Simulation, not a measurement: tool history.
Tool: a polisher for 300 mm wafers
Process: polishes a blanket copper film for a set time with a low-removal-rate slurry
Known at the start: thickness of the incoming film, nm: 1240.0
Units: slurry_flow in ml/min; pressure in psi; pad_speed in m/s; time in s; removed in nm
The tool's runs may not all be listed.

run,hour,slurry_flow,pressure,pad_speed,slurry_solids,time,removed
1,0.0,315,1.9,1.24,1.0,113,277.82
2,2.6,315,1.5,1.24,1.0,113,219.06
3,4.3,315,1.9,1.26,1.0,113,287.66
4,10.8,315,1.9,1.26,1.0,119,297.51
5,16.9,315,2.1,1.26,1.0,119,320.29
6,23.3,315,2.1,1.42,1.0,119,367.09

Forecast run 7:
7,29.9,315,2.2,1.42,1.0,119,?

removed: 381.40 nm

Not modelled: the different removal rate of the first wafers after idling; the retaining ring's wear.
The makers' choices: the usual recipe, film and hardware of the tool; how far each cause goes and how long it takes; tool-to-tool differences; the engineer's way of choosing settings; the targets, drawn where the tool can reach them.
